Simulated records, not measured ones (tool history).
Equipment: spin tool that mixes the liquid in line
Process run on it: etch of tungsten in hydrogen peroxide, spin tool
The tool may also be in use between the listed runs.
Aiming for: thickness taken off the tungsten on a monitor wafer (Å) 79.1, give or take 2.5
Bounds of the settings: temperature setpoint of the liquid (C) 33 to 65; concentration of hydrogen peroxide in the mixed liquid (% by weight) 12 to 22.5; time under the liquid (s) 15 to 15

run,day,temperature setpoint of the liquid (C),concentration of hydrogen peroxide in the mixed liquid (% by weight),time under the liquid (s),thickness taken off the tungsten on a monitor wafer (Å)
1,0,49,15.5,15,156.21
2,0.362,49,15.5,15,158.59
3,0.5,49,15.5,15,158.79
4,0.775,49,15.5,15,160.57
5,1.075,49,15.5,15,159.07
6,1.425,46.5,15.5,15,136.54
7,1.55,44.5,15.5,15,121.14
8,1.717,43,15.5,15,107.71

Which of these 5 next moves meets every target?
A,1.883,39.5,15,15,?
B,1.883,39,16,15,?
C,1.883,46.5,15,15,?
D,1.883,48.5,14.5,15,?
E,1.883,37.5,16.5,15,?

move,thickness taken off the tungsten on a monitor wafer (Å)
A,86.094
B,86.057
C,134.62
D,149.86
E,79.176
A: closer than the last run, but not yet in spec
B: closer than the last run, but not yet in spec
C: its largest miss is bigger than the last run's
D: its largest miss is bigger than the last run's
E: each result inside its tolerance
E is the move that brings every result within its allowed miss.
